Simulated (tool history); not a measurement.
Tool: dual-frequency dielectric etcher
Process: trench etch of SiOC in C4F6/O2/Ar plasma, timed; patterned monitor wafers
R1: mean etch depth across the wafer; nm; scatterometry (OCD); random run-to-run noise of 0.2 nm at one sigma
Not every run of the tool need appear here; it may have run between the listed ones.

Run 1, hour 0.0: source power (kW) 0.370, bias power (kW) 0.146, etch time (s) 23.5. Result: R1 44.217 nm.
Run 2, hour 6.7: source power (kW) 0.330, bias power (kW) 0.143, etch time (s) 23.5. Result: R1 41.591 nm.
Run 3, hour 13.4: source power (kW) 0.330, bias power (kW) 0.143, etch time (s) 23.5. Result: R1 41.940 nm.
Run 4, hour 16.0: source power (kW) 0.310, bias power (kW) 0.141, etch time (s) 23.5. Result: R1 40.866 nm.
Run 5, hour 18.7: source power (kW) 0.310, bias power (kW) 0.141, etch time (s) 24.5. Result: R1 42.510 nm.
Run 6, hour 21.2: source power (kW) 0.270, bias power (kW) 0.141, etch time (s) 24.5. Result: R1 40.240 nm.

Run 7 has not been measured yet. What should we expect?
Run 7, hour 28.4: source power (kW) 0.260, bias power (kW) 0.140, etch time (s) 24.5. Result: R1 ?.

Run 7 yielded R1 38.966 nm.

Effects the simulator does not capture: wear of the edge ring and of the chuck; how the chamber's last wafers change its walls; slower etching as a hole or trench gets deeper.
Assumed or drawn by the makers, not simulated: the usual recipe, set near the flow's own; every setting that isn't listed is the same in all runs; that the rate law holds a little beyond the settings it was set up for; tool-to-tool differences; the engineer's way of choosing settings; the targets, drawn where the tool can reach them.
